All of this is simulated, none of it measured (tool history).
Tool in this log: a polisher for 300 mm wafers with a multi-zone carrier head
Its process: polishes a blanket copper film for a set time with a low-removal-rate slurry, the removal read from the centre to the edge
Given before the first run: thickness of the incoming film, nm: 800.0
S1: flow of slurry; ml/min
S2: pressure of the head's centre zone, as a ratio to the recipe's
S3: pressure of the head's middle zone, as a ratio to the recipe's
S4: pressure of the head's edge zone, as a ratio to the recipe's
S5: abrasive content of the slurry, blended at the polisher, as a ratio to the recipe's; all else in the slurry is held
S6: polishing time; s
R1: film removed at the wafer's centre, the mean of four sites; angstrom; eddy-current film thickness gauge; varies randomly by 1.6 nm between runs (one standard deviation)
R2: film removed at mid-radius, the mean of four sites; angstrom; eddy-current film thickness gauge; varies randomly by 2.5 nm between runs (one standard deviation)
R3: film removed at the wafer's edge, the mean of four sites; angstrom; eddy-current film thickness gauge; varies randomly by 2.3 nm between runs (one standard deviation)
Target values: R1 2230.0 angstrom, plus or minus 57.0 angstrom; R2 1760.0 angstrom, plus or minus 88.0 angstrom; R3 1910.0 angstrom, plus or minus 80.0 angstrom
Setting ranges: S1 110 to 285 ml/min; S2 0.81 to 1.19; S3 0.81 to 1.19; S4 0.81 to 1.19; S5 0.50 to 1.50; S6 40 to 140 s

{"run": 1, "hour": 0.0, "S1": 180, "S2": 1.0, "S3": 1.0, "S4": 1.0, "S5": 1.0, "S6": 90, "R1": 1515.7, "R2": 1541.5, "R3": 1561.8}
{"run": 2, "hour": 5.3, "S1": 180, "S2": 1.0, "S3": 0.94, "S4": 1.0, "S5": 1.0, "S6": 90, "R1": 1524.3, "R2": 1522.4, "R3": 1589.4}
{"run": 3, "hour": 14.1, "S1": 180, "S2": 1.0, "S3": 0.94, "S4": 1.0, "S5": 1.0, "S6": 68, "R1": 1172.4, "R2": 1107.6, "R3": 1188.3}
{"run": 4, "hour": 22.2, "S1": 190, "S2": 1.02, "S3": 0.94, "S4": 1.01, "S5": 1.05, "S6": 71, "R1": 1261.5, "R2": 1180.0, "R3": 1267.2}
{"run": 5, "hour": 30.8, "S1": 190, "S2": 1.07, "S3": 0.94, "S4": 1.01, "S5": 1.05, "S6": 71, "R1": 1325.0, "R2": 1163.1, "R3": 1239.5}
{"run": 6, "hour": 33.0, "S1": 190, "S2": 1.15, "S3": 0.94, "S4": 1.01, "S5": 1.05, "S6": 71, "R1": 1413.0, "R2": 1201.5, "R3": 1250.6}
{"run": 7, "hour": 39.5, "S1": 200, "S2": 1.16, "S3": 0.93, "S4": 1.02, "S5": 1.1, "S6": 74, "R1": 1503.7, "R2": 1250.3, "R3": 1327.2}
{"run": 8, "hour": 44.8, "S1": 210, "S2": 1.16, "S3": 0.92, "S4": 1.02, "S5": 1.15, "S6": 77, "R1": 1584.9, "R2": 1310.7, "R3": 1433.9}
{"run": 9, "hour": 51.1, "S1": 215, "S2": 1.16, "S3": 0.91, "S4": 1.0, "S5": 1.2, "S6": 79, "R1": 1655.0, "R2": 1329.7, "R3": 1444.7}
{"run": 10, "hour": 58.8, "S1": 220, "S2": 1.16, "S3": 0.91, "S4": 1.0, "S5": 1.25, "S6": 81, "R1": 1725.3, "R2": 1366.3, "R3": 1517.2}
{"run": 11, "hour": 66.6, "S1": 225, "S2": 1.16, "S3": 0.92, "S4": 1.0, "S5": 1.3, "S6": 82, "R1": 1757.0, "R2": 1421.4, "R3": 1557.4}
{"run": 12, "hour": 67.9, "S1": 230, "S2": 1.16, "S3": 0.92, "S4": 1.0, "S5": 1.3, "S6": 84, "R1": 1818.9, "R2": 1457.4, "R3": 1590.3}
{"run": 13, "hour": 73.6, "S1": 235, "S2": 1.16, "S3": 0.92, "S4": 1.0, "S5": 1.35, "S6": 85, "R1": 1828.8, "R2": 1481.2, "R3": 1596.8}
{"run": 14, "hour": 75.8, "S1": 235, "S2": 1.16, "S3": 0.92, "S4": 1.0, "S5": 1.35, "S6": 87, "R1": 1890.9, "R2": 1557.2, "R3": 1675.3}

Below are 4 possible settings for the next run. Only one of them brings all results inside the allowed miss of their targets. Which is it?
{"run": "A", "hour": 78.0, "S1": 225, "S2": 1.06, "S3": 0.96, "S4": 1.12, "S5": 1.35, "S6": 106, "R1": "?", "R2": "?", "R3": "?"}
{"run": "B", "hour": 78.0, "S1": 240, "S2": 1.14, "S3": 0.91, "S4": 1.0, "S5": 1.35, "S6": 99, "R1": "?", "R2": "?", "R3": "?"}
{"run": "C", "hour": 78.0, "S1": 190, "S2": 1.18, "S3": 1.06, "S4": 0.98, "S5": 1.15, "S6": 107, "R1": "?", "R2": "?", "R3": "?"}
{"run": "D", "hour": 78.0, "S1": 220, "S2": 1.16, "S3": 0.89, "S4": 0.95, "S5": 1.35, "S6": 103, "R1": "?", "R2": "?", "R3": "?"}

move=A R1=2073.9 R2=1965.4 R3=2083.6
move=B R1=2097.8 R2=1765.8 R3=1849.2
move=C R1=2215.5 R2=2051.0 R3=1878.6
move=D R1=2200.3 R2=1788.5 R3=1866.3
A: an improvement on the last run, though not all results are within tolerance
B: an improvement on the last run, though not all results are within tolerance
C: the furthest-off result lands on target, but another misses its tolerance
D: in spec on every target
D meets every target.

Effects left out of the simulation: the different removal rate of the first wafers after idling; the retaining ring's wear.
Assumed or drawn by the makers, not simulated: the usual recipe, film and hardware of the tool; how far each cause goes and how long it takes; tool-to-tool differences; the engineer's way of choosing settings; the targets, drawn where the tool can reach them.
